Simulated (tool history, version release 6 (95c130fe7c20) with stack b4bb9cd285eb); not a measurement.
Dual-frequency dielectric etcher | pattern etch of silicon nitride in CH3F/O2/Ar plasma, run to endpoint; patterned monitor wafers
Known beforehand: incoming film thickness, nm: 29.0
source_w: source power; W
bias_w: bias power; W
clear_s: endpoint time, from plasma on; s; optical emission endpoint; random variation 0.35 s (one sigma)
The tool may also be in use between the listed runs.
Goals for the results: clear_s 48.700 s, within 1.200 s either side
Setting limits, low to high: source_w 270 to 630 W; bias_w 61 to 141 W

{"run": 1, "day": 0.0, "source_w": 450, "bias_w": 101, "clear_s": 41.455}
{"run": 2, "day": 0.129, "source_w": 450, "bias_w": 85, "clear_s": 43.93}
{"run": 3, "day": 0.292, "source_w": 450, "bias_w": 99, "clear_s": 41.515}
{"run": 4, "day": 0.354, "source_w": 430, "bias_w": 98, "clear_s": 42.374}
{"run": 5, "day": 0.7, "source_w": 420, "bias_w": 96, "clear_s": 43.094}
{"run": 6, "day": 0.892, "source_w": 410, "bias_w": 95, "clear_s": 42.748}
{"run": 7, "day": 1.096, "source_w": 400, "bias_w": 91, "clear_s": 44.581}
{"run": 8, "day": 1.196, "source_w": 390, "bias_w": 90, "clear_s": 44.465}
{"run": 9, "day": 1.258, "source_w": 380, "bias_w": 88, "clear_s": 45.522}
{"run": 10, "day": 1.417, "source_w": 380, "bias_w": 88, "clear_s": 46.378}
{"run": 11, "day": 1.479, "source_w": 360, "bias_w": 87, "clear_s": 46.495}
{"day": 1.621, "done": "bias power generator calibrated"}
{"run": 12, "day": 1.621, "source_w": 350, "bias_w": 87, "clear_s": 46.163}
{"run": 13, "day": 1.821, "source_w": 350, "bias_w": 86, "clear_s": 46.005}
{"run": 14, "day": 1.862, "source_w": 290, "bias_w": 81, "clear_s": 50.151}

Of the 5 settings listed for the next run, only one would bring every result within its allowed miss of target. Which one?
{"run": "A", "day": 1.904, "source_w": 270, "bias_w": 75, "clear_s": "?"}
{"run": "B", "day": 1.904, "source_w": 280, "bias_w": 75, "clear_s": "?"}
{"run": "C", "day": 1.904, "source_w": 310, "bias_w": 71, "clear_s": "?"}
{"run": "D", "day": 1.904, "source_w": 300, "bias_w": 85, "clear_s": "?"}
{"run": "E", "day": 1.904, "source_w": 360, "bias_w": 66, "clear_s": "?"}

move=A clear_s=52.815
move=B clear_s=52.379
move=C clear_s=52.365
move=D clear_s=48.830
move=E clear_s=52.062
A: its largest miss is bigger than the last run's
B: its largest miss is bigger than the last run's
C: its largest miss is bigger than the last run's
D: all results land within tolerance of their targets
E: its largest miss is bigger than the last run's
D is the move that brings every result within its allowed miss.
